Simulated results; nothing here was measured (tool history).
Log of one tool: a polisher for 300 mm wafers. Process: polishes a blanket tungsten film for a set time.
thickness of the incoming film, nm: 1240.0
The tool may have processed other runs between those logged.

| run | hour | flow of slurry (ml/min) | pressure of the wafer on the pad (psi) | speed of the pad under the wafer (m/s) | abrasive content of the slurry | polishing time (s) | film removed (nm) |
|---|---|---|---|---|---|---|---|
| 1 | 0 | 265 | 4.3 | 0.9 | 1 | 80 | 367.89 |
| 2 | 1.2 | 225 | 4.3 | 0.9 | 1 | 80 | 364.08 |
| 3 | 9.9 | 195 | 4.3 | 0.9 | 1 | 80 | 359.33 |
| 4 | 11.1 | 195 | 4.3 | 0.78 | 1 | 80 | 308.43 |
| 5 | 16.6 | 195 | 5 | 0.78 | 1 | 80 | 342.21 |
| 6 | 20.8 | 200 | 5.5 | 0.82 | 1 | 80 | 385.01 |
| 7 | 23.9 | 205 | 5.8 | 0.86 | 1 | 80 | 415.45 |
| 8 | 25 | 210 | 6.1 | 0.9 | 1 | 80 | 455.43 |
| 9 | 29.4 | 215 | 6.3 | 0.92 | 1 | 80 | 470.61 |
| 10 | 34.7 | 215 | 6.4 | 0.96 | 1 | 80 | 498.08 |
| 11 | 36 | 215 | 6.5 | 0.98 | 1 | 80 | 519.93 |

What will run 12 give?
| 12 | 37.8 | 220 | 6.7 | 1 | 1 | 80 | ? |

film removed (nm): 534.35
